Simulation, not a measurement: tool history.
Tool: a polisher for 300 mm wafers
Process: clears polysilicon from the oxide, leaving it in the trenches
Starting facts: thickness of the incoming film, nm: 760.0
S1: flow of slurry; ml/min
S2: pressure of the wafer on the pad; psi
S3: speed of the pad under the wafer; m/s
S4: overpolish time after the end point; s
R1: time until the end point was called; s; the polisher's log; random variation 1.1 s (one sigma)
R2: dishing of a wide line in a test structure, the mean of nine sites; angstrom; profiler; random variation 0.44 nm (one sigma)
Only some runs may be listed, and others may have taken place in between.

| run | hour | S1 | S2 | S3 | S4 | R1 | R2 |
|---|---|---|---|---|---|---|---|
| 1 | 0 | 200 | 2 | 0.78 | 16 | 105.91 | 462.79 |
| 2 | 2.1 | 200 | 1.9 | 0.78 | 12 | 112.1 | 405.23 |
| 3 | 6.8 | 200 | 1.6 | 0.86 | 10 | 122.69 | 365.1 |
| 4 | 8.6 | 230 | 1.6 | 0.86 | 10 | 123.48 | 367.22 |
| 5 | 15.7 | 200 | 1.4 | 0.98 | 8 | 126.39 | 318.93 |
| 6 | 20.2 | 175 | 1.3 | 1.06 | 7 | 132.35 | 291.68 |
| 7 | 21.2 | 155 | 1.3 | 1.12 | 6 | 127.2 | 277.08 |
| 8 | 28 | 145 | 1.3 | 1.16 | 6 | 122.6 | 271.51 |

The next listed run, before its measurement:
| 9 | 34.6 | 135 | 1.3 | 1.18 | 6 | ? | ? |

R1: 123.33 s
R2: 282.82 angstrom

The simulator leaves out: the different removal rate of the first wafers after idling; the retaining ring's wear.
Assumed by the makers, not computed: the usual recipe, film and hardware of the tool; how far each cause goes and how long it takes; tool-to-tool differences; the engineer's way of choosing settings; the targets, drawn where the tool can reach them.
